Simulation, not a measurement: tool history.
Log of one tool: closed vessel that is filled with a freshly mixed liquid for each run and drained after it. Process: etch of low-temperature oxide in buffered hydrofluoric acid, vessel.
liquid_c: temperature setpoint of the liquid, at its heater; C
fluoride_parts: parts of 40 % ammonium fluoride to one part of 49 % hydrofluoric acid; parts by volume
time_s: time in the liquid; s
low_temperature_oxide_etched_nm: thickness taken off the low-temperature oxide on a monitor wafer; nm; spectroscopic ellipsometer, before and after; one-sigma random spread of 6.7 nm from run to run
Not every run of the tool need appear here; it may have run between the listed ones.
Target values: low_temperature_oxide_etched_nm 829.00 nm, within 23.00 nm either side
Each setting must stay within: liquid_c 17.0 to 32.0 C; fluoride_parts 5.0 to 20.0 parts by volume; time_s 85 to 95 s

run	hour	liquid_c	fluoride_parts	time_s	low_temperature_oxide_etched_nm
1	0.0	24.0	12.0	85	501.07
2	6.1	24.0	12.0	85	497.56
3	14.9	24.0	14.0	85	422.79
4	18.6	26.5	13.0	85	532.22
5	21.0	26.5	13.0	95	590.86
6	26.7	26.5	13.0	85	528.32
7	29.1	28.0	12.5	85	599.16
8	35.7	29.0	12.0	85	655.67

5 candidate next runs follow, results not yet known. Just one meets every target within its allowed miss. Identify it.
A	42.3	28.5	9.5	95	?
B	42.3	30.5	11.5	95	?
C	42.3	30.5	10.0	90	?
D	42.3	26.5	7.5	85	?
E	42.3	29.0	9.5	95	?

move	low_temperature_oxide_etched_nm
A	873.67
B	821.16
C	891.26
D	884.74
E	897.30
A: pushes the last run's worst result past its target
B: every result within its allowed miss
C: pushes the last run's worst result past its target
D: pushes the last run's worst result past its target
E: pushes the last run's worst result past its target
Move B is the one to make.
